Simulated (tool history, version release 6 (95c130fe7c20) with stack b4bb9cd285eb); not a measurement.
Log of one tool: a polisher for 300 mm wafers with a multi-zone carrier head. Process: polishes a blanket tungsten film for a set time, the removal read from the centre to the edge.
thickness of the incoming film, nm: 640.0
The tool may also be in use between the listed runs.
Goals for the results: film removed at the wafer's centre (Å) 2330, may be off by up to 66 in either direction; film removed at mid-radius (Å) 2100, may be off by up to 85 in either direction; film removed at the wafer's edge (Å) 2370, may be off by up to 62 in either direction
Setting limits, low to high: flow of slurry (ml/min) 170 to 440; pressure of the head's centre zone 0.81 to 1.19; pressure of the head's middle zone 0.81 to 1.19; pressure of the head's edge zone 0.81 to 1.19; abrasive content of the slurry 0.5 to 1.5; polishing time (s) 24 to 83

run  hour  flow of slurry (ml/min)  pressure of the head's centre zone  pressure of the head's middle zone  pressure of the head's edge zone  abrasive content of the slurry  polishing time (s)  film removed at the wafer's centre (Å)  film removed at mid-radius (Å)  film removed at the wafer's edge (Å)
  1     0                      280                                   1                                   1                                 1                               1                  53                                  2482.9                          2721.2                                2697.8
  2   4.4                      280                                   1                                0.95                                 1                               1                  53                                  2424.4                          2615.7                                2723.1
  3   9.4                      270                                1.03                                0.91                              0.97                             0.9                  53                                  2440.7                          2488.1                                2628.2
  4  18.1                      270                                0.97                                0.91                              0.97                             0.9                  53                                  2306.2                            2425                                2622.8
  5  19.9                      260                                   1                                0.88                              0.95                             0.8                  53                                  2293.3                          2315.3                                2518.9
  6  27.6                      260                                0.96                                0.88                              0.95                             0.8                  53                                  2228.3                          2314.1                                2505.4
  7  29.6                      255                                0.99                                0.86                              0.94                            0.75                  53                                  2262.3                          2264.8                                2500.5
  8  32.3                      250                                1.01                                0.85                              0.93                             0.7                  53                                  2258.4                          2161.7                                2428.2

5 candidate next runs follow, results not yet known. Just one meets every target within its allowed miss. Identify it.
  A    35                      240                                 1.1                                0.81                              1.06                            0.65                  53                                       ?                               ?                                     ?
  B    35                      245                                1.03                                0.94                              0.88                            0.85                  51                                       ?                               ?                                     ?
  C    35                      245                                0.98                                0.81                              0.98                             0.8                  52                                       ?                               ?                                     ?
  D    35                      240                                0.99                                0.88                              0.99                            0.65                  53                                       ?                               ?                                     ?
  E    35                      220                                1.05                                0.82                              0.87                            0.85                  52                                       ?                               ?                                     ?

move  film removed at the wafer's centre (Å)  film removed at mid-radius (Å)  film removed at the wafer's edge (Å)
   A                                  2420.3                          2083.8                                2486.2
   B                                  2309.6                          2402.2                                2336.7
   C                                  2208.6                          2139.4                                2463.7
   D                                  2175.5                          2231.8                                2411.2
   E                                  2358.4                          2154.1                                2347.9
A: takes the result that was furthest off past its target
B: brings the result that was furthest off to its target, and leaves another outside
C: the biggest miss grows against the last run
D: the biggest miss grows against the last run
E: each result inside its tolerance
E is the move that brings every result within its allowed miss.
